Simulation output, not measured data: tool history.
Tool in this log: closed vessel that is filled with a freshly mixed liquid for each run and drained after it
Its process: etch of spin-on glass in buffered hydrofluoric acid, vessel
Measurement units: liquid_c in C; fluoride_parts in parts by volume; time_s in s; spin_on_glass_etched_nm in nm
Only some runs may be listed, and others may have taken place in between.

run    day  liquid_c  fluoride_parts  time_s  spin_on_glass_etched_nm
  1      0        22              18      95                   130.98
  2  0.358        24            15.5      95                   167.25
  3    0.4      25.5              14      95                   200.87
  4  0.771      23.5              14      95                   181.52
  5  0.908      25.5              13      95                   215.92
  6  1.108      25.5              13      95                   216.42
  7  1.312        27            12.5      95                   242.78
  8  1.442        28              12      95                   270.51

Forecast run 9:
  9  1.604      28.5              12      95                        ?

{"run 9": {"spin_on_glass_etched_nm": 276.61}}

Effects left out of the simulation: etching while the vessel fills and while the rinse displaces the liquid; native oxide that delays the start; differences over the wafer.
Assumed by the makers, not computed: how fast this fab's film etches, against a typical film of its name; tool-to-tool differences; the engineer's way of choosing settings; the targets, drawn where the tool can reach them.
